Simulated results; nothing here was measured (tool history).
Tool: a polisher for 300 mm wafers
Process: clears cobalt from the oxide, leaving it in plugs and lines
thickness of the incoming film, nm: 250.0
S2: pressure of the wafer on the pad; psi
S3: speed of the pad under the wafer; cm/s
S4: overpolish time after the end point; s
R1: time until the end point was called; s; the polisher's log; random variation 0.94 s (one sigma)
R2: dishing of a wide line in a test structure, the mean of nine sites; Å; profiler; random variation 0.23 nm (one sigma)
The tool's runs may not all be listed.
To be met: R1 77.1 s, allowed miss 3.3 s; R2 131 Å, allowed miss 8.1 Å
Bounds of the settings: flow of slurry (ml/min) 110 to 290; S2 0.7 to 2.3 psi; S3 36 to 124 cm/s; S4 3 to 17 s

Run 1, day 0: flow of slurry (ml/min) 185, S2 1.5 psi, S3 80 cm/s, S4 9 s. Result: R1 92.128 s, R2 180.32 Å.
Run 2, day 0.158: flow of slurry (ml/min) 190, S2 1.6 psi, S3 80 cm/s, S4 8 s. Result: R1 87.017 s, R2 167.3 Å.
Run 3, day 0.446: flow of slurry (ml/min) 230, S2 1.6 psi, S3 80 cm/s, S4 8 s. Result: R1 85.586 s, R2 177.65 Å.
Run 4, day 0.529: flow of slurry (ml/min) 230, S2 1.7 psi, S3 80 cm/s, S4 7 s. Result: R1 80.813 s, R2 163.38 Å.
Run 5, day 0.817: flow of slurry (ml/min) 230, S2 2 psi, S3 80 cm/s, S4 7 s. Result: R1 72.76 s, R2 182.87 Å.
Run 6, day 0.954: flow of slurry (ml/min) 230, S2 2 psi, S3 62 cm/s, S4 7 s. Result: R1 91.174 s, R2 148.37 Å.
Run 7, day 0.988: flow of slurry (ml/min) 230, S2 2.1 psi, S3 62 cm/s, S4 6 s. Result: R1 88.359 s, R2 134.19 Å.
Run 8, day 1.129: flow of slurry (ml/min) 230, S2 2.2 psi, S3 64 cm/s, S4 6 s. Result: R1 82.533 s, R2 149.87 Å.
Run 9, day 1.488: flow of slurry (ml/min) 230, S2 2.2 psi, S3 64 cm/s, S4 5 s. Result: R1 81.755 s, R2 123.32 Å.

5 next moves are on the table. One of them brings every result within its allowed miss. Which?
Run A, day 1.846: flow of slurry (ml/min) 245, S2 2.2 psi, S3 72 cm/s, S4 4 s. Result: R1 ?, R2 ?.
Run B, day 1.846: flow of slurry (ml/min) 245, S2 2.1 psi, S3 70 cm/s, S4 6 s. Result: R1 ?, R2 ?.
Run C, day 1.846: flow of slurry (ml/min) 235, S2 2.2 psi, S3 72 cm/s, S4 4 s. Result: R1 ?, R2 ?.
Run D, day 1.846: flow of slurry (ml/min) 195, S2 2 psi, S3 86 cm/s, S4 4 s. Result: R1 ?, R2 ?.
Run E, day 1.846: flow of slurry (ml/min) 240, S2 2.2 psi, S3 68 cm/s, S4 5 s. Result: R1 ?, R2 ?.

move      R1      R2
   A    73.2  112.71
   B  78.185  151.09
   C  73.552  112.24
   D  68.638  119.25
   E  77.536  130.28
A: takes the result that was furthest off past its target
B: brings the result that was furthest off to its target, and leaves another outside
C: takes the result that was furthest off past its target
D: takes the result that was furthest off past its target
E: meets every target
Move E is the one to make.
